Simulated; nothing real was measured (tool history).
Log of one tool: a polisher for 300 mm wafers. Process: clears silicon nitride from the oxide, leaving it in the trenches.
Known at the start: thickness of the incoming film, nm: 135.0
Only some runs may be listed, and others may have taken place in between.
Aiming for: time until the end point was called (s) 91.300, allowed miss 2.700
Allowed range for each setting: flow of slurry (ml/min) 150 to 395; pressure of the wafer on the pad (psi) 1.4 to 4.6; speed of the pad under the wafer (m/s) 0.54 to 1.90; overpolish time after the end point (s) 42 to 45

run	hour	flow of slurry (ml/min)	pressure of the wafer on the pad (psi)	speed of the pad under the wafer (m/s)	overpolish time after the end point (s)	time until the end point was called (s)
1	0.0	250	3.0	1.22	42	125.770
2	8.6	250	3.0	1.22	42	122.910
3	10.5	250	2.7	1.22	42	135.530
4	12.6	255	3.0	1.22	42	125.480
5	14.4	300	3.0	1.22	42	125.030
6	15.2	300	3.2	1.22	42	115.710
7	16.7	300	3.2	1.22	42	116.530
8	25.1	300	3.4	1.22	42	111.610
9	31.3	310	4.2	1.24	42	88.108
# hour 38.3: worn pad replaced by a new one
10	38.3	310	4.1	1.24	42	81.261
11	41.2	310	4.0	1.24	42	84.584
12	46.5	310	3.9	1.24	42	86.714
13	48.8	305	3.9	1.24	42	86.322
14	49.5	305	3.8	1.24	42	87.950

Consider the 4 candidate settings below. Which is the only one whose results all fall within their allowed miss of target?
A	50.2	280	4.0	1.26	45	?
B	50.2	380	3.7	1.30	45	?
C	50.2	325	3.6	1.38	42	?
D	50.2	360	3.5	1.28	42	?

move	time until the end point was called (s)
A	84.248
B	86.280
C	84.438
D	92.700
A: misses by more than the last run did
B: misses by more than the last run did
C: misses by more than the last run did
D: every result lands within tolerance
D is the move that brings every result within its allowed miss.

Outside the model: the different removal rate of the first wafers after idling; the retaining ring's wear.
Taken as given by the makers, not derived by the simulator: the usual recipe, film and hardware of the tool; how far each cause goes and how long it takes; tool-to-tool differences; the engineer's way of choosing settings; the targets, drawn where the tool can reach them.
